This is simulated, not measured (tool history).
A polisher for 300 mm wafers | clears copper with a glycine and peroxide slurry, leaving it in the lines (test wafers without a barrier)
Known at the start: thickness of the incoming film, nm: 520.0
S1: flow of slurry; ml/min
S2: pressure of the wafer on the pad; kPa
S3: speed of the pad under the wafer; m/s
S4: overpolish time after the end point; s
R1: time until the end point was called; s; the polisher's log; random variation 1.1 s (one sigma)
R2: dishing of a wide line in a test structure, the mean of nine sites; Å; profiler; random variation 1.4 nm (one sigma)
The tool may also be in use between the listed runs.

{"run": 1, "hour": 0.0, "S1": 265, "S2": 22.1, "S3": 1.18, "S4": 17, "R1": 69.197, "R2": 751.35}
{"run": 2, "hour": 2.9, "S1": 265, "S2": 22.1, "S3": 1.18, "S4": 14, "R1": 68.855, "R2": 678.48}
{"run": 3, "hour": 11.5, "S1": 265, "S2": 22.1, "S3": 0.96, "S4": 14, "R1": 83.088, "R2": 617.12}
{"run": 4, "hour": 17.2, "S1": 265, "S2": 22.1, "S3": 0.96, "S4": 16, "R1": 80.702, "R2": 658.33}
{"run": 5, "hour": 24.4, "S1": 265, "S2": 21.4, "S3": 0.96, "S4": 18, "R1": 84.262, "R2": 712.91}
{"run": 6, "hour": 25.4, "S1": 265, "S2": 21.4, "S3": 0.96, "S4": 19, "R1": 85.285, "R2": 720.25}
{"run": 7, "hour": 33.1, "S1": 265, "S2": 21.4, "S3": 0.96, "S4": 20, "R1": 83.08, "R2": 753.3}

The next listed run, before its measurement:
{"run": 8, "hour": 40.1, "S1": 265, "S2": 21.4, "S3": 0.96, "S4": 21, "R1": "?", "R2": "?"}

{"run 8": {"R1": 82.896, "R2": 775.33}}

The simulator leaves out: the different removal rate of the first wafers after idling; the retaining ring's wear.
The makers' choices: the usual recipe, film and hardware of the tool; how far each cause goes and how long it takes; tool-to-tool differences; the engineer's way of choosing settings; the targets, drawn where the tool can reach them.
